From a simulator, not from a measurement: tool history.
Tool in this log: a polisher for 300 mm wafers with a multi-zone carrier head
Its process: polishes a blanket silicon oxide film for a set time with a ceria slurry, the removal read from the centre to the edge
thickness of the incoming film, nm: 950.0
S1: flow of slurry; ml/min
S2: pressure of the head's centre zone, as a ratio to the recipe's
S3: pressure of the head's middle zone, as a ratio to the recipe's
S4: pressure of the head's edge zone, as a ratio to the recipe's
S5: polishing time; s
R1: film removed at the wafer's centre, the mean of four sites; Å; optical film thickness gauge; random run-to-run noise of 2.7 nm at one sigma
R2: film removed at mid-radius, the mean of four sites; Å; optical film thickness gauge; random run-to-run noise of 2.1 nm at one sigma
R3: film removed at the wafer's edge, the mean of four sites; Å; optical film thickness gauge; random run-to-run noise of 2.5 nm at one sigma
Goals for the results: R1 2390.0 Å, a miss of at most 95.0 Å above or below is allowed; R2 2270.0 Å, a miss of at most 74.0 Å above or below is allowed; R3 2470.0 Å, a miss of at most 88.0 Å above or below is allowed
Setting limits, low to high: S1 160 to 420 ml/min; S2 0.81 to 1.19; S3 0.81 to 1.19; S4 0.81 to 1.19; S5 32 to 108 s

run    day   S1    S2    S3    S4  S5      R1      R2      R3
  1  0.000  270  1.00  1.00  1.00  70  3693.6  3783.4  3669.1
  2  0.238  270  1.00  1.04  1.00  70  3698.9  3936.5  3575.8
  3  0.292  265  0.99  0.99  0.97  61  3187.2  3249.2  3136.3
  4  0.383  295  0.99  0.99  0.97  61  3250.0  3298.4  3142.7
  5  0.629  295  0.97  0.94  0.95  56  2891.5  2844.1  2932.3
  6  0.938  295  0.96  0.92  0.92  53  2741.7  2710.3  2681.7
  7  1.300  290  0.94  0.88  0.91  52  2613.4  2532.5  2649.5
  8  1.558  255  0.90  0.82  0.82  49  2328.0  2194.4  2286.3
  9  1.629  270  0.90  0.82  0.84  49  2304.1  2233.9  2379.8
 10  1.758  275  0.91  0.82  0.85  49  2392.5  2253.1  2376.1

Which single option among these 5 for the next run brings every result within its allowed miss of target? Just one does.
  A  1.888  330  0.95  0.86  0.81  47   ?   ?   ?
  B  1.888  275  0.92  0.82  0.85  48   ?   ?   ?
  C  1.888  315  1.05  0.81  0.81  47   ?   ?   ?
  D  1.888  230  0.99  0.83  0.85  47   ?   ?   ?
  E  1.888  235  0.91  0.82  0.89  50   ?   ?   ?

move      R1      R2      R3
   A  2387.2  2303.6  2220.3
   B  2310.4  2219.8  2283.8
   C  2626.5  2182.3  2214.1
   D  2374.3  2144.1  2197.1
   E  2327.9  2266.2  2392.3
A: further off than the last run
B: further off than the last run
C: further off than the last run
D: further off than the last run
E: all results land within tolerance of their targets
Move E is the one to make.
